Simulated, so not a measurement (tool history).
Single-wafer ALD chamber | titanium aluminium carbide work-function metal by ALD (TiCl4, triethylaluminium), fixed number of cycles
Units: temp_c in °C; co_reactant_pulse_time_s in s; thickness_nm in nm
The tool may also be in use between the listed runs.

{"run": 1, "hour": 0.0, "temp_c": 325, "co_reactant_pulse_time_s": 14.71, "thickness_nm": 2.4021}
{"run": 2, "hour": 2.6, "temp_c": 325, "co_reactant_pulse_time_s": 17.55, "thickness_nm": 2.4063}
{"run": 3, "hour": 4.9, "temp_c": 325, "co_reactant_pulse_time_s": 19.93, "thickness_nm": 2.4177}
{"run": 4, "hour": 5.9, "temp_c": 321, "co_reactant_pulse_time_s": 19.67, "thickness_nm": 2.3879}
{"run": 5, "hour": 8.2, "temp_c": 331, "co_reactant_pulse_time_s": 19.67, "thickness_nm": 2.4821}
{"run": 6, "hour": 9.4, "temp_c": 322, "co_reactant_pulse_time_s": 19.67, "thickness_nm": 2.3807}
{"run": 7, "hour": 15.0, "temp_c": 322, "co_reactant_pulse_time_s": 19.67, "thickness_nm": 2.3852}
{"run": 8, "hour": 21.9, "temp_c": 318, "co_reactant_pulse_time_s": 19.49, "thickness_nm": 2.3469}

Forecast run 9:
{"run": 9, "hour": 29.2, "temp_c": 315, "co_reactant_pulse_time_s": 19.32, "thickness_nm": "?"}

thickness_nm: 2.2949 nm
